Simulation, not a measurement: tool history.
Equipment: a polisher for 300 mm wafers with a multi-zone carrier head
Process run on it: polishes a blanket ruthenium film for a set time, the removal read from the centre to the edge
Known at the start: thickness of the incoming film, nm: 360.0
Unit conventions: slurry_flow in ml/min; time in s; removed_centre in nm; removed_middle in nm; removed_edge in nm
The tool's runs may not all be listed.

Run 1, hour 0: slurry_flow 170 ml/min, centre_zone 1, middle_zone 1, edge_zone 1, time 90 s. Result: removed_centre 106.77 nm, removed_middle 106.68 nm, removed_edge 108.68 nm.
Run 2, hour 4.7: slurry_flow 170 ml/min, centre_zone 1, middle_zone 0.99, edge_zone 0.99, time 87 s. Result: removed_centre 105.98 nm, removed_middle 105.22 nm, removed_edge 103.1 nm.
Run 3, hour 8.1: slurry_flow 165 ml/min, centre_zone 1, middle_zone 0.97, edge_zone 0.99, time 84 s. Result: removed_centre 97.484 nm, removed_middle 98.234 nm, removed_edge 100.01 nm.
Run 4, hour 11.6: slurry_flow 165 ml/min, centre_zone 1, middle_zone 0.97, edge_zone 0.99, time 62 s. Result: removed_centre 75.263 nm, removed_middle 72.279 nm, removed_edge 73.553 nm.
Run 5, hour 16.5: slurry_flow 170 ml/min, centre_zone 1.01, middle_zone 0.96, edge_zone 0.99, time 62 s. Result: removed_centre 75.547 nm, removed_middle 72.481 nm, removed_edge 74.419 nm.
Run 6, hour 17.4: slurry_flow 170 ml/min, centre_zone 1.01, middle_zone 0.96, edge_zone 0.9, time 62 s. Result: removed_centre 74.754 nm, removed_middle 71.711 nm, removed_edge 71.165 nm.
Run 7, hour 20.5: slurry_flow 175 ml/min, centre_zone 1.02, middle_zone 0.95, edge_zone 0.91, time 62 s. Result: removed_centre 77.48 nm, removed_middle 71.872 nm, removed_edge 72.246 nm.
Run 8, hour 26.1: slurry_flow 180 ml/min, centre_zone 1.02, middle_zone 0.94, edge_zone 0.92, time 62 s. Result: removed_centre 77.762 nm, removed_middle 71.164 nm, removed_edge 72.461 nm.

For run 9, what comes out?
Run 9, hour 34.9: slurry_flow 185 ml/min, centre_zone 1.02, middle_zone 0.94, edge_zone 0.93, time 62 s. Result: removed_centre ?, removed_middle ?, removed_edge ?.

removed_centre: 76.944 nm
removed_middle: 70.743 nm
removed_edge: 72.163 nm
